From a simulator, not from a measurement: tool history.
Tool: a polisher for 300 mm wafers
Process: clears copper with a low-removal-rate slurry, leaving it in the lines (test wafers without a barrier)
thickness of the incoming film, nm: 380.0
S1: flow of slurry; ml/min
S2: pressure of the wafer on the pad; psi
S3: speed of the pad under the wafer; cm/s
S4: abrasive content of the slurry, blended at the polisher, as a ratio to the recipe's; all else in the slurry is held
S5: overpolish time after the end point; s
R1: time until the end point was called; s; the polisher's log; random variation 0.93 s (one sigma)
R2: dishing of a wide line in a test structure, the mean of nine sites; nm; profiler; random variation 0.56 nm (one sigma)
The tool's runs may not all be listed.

run  hour   S1   S2   S3  S4  S5      R1      R2
  1     0  130  2.6  104   1  10  142.55  18.827
  2   7.9  130  2.6  104   1  14  140.22  25.443
  3   9.1  130  2.6  104   1  11  144.83  20.335
  4   9.8  130  2.6  104   1  14  141.83  25.868
  5  15.1  120  2.6  104   1  14   145.2  24.471
  6  20.3  140    3  104   1  14  123.32  27.837
  7  26.4  140  3.3  108   1  15  112.43  33.004
  8  32.1  150  3.5  112   1  15  104.25  35.995
  9  39.3  150  3.7  118   1  15  92.958  39.475

The next listed run, before its measurement:
 10  45.8  150  3.8  120   1  15   ?   ?

Run 10 gave R1 89.735 s, R2 40.152 nm.
